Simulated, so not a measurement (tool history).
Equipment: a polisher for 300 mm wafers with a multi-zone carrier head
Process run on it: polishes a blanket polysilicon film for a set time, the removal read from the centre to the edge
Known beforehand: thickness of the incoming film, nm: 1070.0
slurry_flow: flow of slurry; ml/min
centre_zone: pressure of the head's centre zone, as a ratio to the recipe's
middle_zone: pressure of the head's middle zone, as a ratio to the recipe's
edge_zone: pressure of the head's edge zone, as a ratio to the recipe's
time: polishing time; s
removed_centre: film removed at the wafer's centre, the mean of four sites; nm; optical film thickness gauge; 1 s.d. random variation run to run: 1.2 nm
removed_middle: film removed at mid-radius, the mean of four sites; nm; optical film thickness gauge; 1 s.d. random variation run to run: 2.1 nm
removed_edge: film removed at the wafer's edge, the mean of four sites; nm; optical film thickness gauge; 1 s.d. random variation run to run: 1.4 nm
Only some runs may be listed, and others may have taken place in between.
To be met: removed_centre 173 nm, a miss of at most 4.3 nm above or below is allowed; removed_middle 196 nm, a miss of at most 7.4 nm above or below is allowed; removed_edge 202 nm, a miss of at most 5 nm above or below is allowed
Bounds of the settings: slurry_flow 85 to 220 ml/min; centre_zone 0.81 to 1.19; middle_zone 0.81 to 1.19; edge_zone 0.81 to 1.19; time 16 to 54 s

run  hour  slurry_flow  centre_zone  middle_zone  edge_zone  time  removed_centre  removed_middle  removed_edge
  1     0          140            1            1          1    35          158.72           161.5        166.26
  2   1.5          150         0.99         1.01       1.03    35           157.7          161.54        168.45
  3     4          155         0.98         1.03       1.05    36          161.93          171.68        176.53
  4   9.4          170         0.98         1.03       1.05    36           165.4          169.95        177.93
  5  18.2          170         0.98         1.03       1.05    32          146.19          154.28        156.71
  6  18.8          165         0.98         1.04       1.07    33          150.11          160.98         164.3
  7  27.6          165         0.98         1.05       1.09    34          155.52          166.38        170.77
  8  28.9          205         0.93          1.1       1.19    38          167.34          198.37        199.65

Which single option among these 5 for the next run brings every result within its allowed miss of target? Just one does.
  A  30.2          210         0.87         1.06       1.19    38               ?               ?             ?
  B  30.2          200         0.95         1.07       1.19    38               ?               ?             ?
  C  30.2          200         1.02         1.19       1.12    36               ?               ?             ?
  D  30.2          215         0.85         1.09       1.07    40               ?               ?             ?
  E  30.2          200         0.87         1.12       1.19    38               ?               ?             ?

move  removed_centre  removed_middle  removed_edge
   A          158.58          193.34        201.65
   B          172.26          193.77        200.83
   C          175.47          201.07        184.99
   D          163.56             209        203.05
   E          157.69          201.57         200.7
A: lands further from the targets than the last run did
B: all results land within tolerance of their targets
C: brings the result that was furthest off to its target, and leaves another outside
D: lands further from the targets than the last run did
E: lands further from the targets than the last run did
Answer: B
